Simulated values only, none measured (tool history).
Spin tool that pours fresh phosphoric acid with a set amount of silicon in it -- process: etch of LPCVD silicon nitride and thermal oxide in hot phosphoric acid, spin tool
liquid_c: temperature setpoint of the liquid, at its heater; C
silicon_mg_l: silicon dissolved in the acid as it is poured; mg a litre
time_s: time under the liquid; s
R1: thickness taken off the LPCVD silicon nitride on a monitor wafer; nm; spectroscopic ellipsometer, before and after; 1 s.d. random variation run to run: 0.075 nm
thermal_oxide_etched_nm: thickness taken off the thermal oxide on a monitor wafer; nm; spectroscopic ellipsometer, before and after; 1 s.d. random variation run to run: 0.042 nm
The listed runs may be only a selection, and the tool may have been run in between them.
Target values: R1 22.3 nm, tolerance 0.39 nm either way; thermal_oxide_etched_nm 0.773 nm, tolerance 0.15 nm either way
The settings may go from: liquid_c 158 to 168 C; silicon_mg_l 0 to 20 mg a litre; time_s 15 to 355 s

run 1 hour=0 | liquid_c=163 silicon_mg_l=9 time_s=180 | R1=17.032 thermal_oxide_etched_nm=0.52705
run 2 hour=7 | liquid_c=164 silicon_mg_l=9.5 time_s=185 | R1=18.187 thermal_oxide_etched_nm=0.54003
run 3 hour=12 | liquid_c=164 silicon_mg_l=12.5 time_s=185 | R1=18.158 thermal_oxide_etched_nm=0.5116
run 4 hour=15 | liquid_c=164 silicon_mg_l=12.5 time_s=135 | R1=13.23 thermal_oxide_etched_nm=0.35512
run 5 hour=17.3 | liquid_c=165 silicon_mg_l=11 time_s=150 | R1=15.232 thermal_oxide_etched_nm=0.43301
run 6 hour=25.9 | liquid_c=165.5 silicon_mg_l=9.5 time_s=160 | R1=16.445 thermal_oxide_etched_nm=0.54233
run 7 hour=34.9 | liquid_c=166 silicon_mg_l=10 time_s=170 | R1=17.853 thermal_oxide_etched_nm=0.57728
run 8 hour=43.2 | liquid_c=166.5 silicon_mg_l=10 time_s=175 | R1=18.633 thermal_oxide_etched_nm=0.62508
run 9 hour=50.4 | liquid_c=167 silicon_mg_l=10.5 time_s=180 | R1=19.572 thermal_oxide_etched_nm=0.62031
run 10 hour=51.1 | liquid_c=167 silicon_mg_l=10 time_s=185 | R1=19.976 thermal_oxide_etched_nm=0.64475

Which single option among these 4 for the next run brings every result within its allowed miss of target? Just one does.
run A hour=51.8 | liquid_c=167.5 silicon_mg_l=5 time_s=150 | R1=? thermal_oxide_etched_nm=?
run B hour=51.8 | liquid_c=168 silicon_mg_l=5.5 time_s=185 | R1=? thermal_oxide_etched_nm=?
run C hour=51.8 | liquid_c=164.5 silicon_mg_l=20 time_s=225 | R1=? thermal_oxide_etched_nm=?
run D hour=51.8 | liquid_c=166.5 silicon_mg_l=6 time_s=210 | R1=? thermal_oxide_etched_nm=?

move=A R1=16.452 thermal_oxide_etched_nm=0.59053
move=B R1=20.623 thermal_oxide_etched_nm=0.74728
move=C R1=22.374 thermal_oxide_etched_nm=0.49947
move=D R1=22.296 thermal_oxide_etched_nm=0.7541
A: further off than the last run
B: an improvement on the last run, though not all results are within tolerance
C: brings the last run's worst result on target, with another outside its allowed miss
D: hits every target within its allowed miss
The right move is D.

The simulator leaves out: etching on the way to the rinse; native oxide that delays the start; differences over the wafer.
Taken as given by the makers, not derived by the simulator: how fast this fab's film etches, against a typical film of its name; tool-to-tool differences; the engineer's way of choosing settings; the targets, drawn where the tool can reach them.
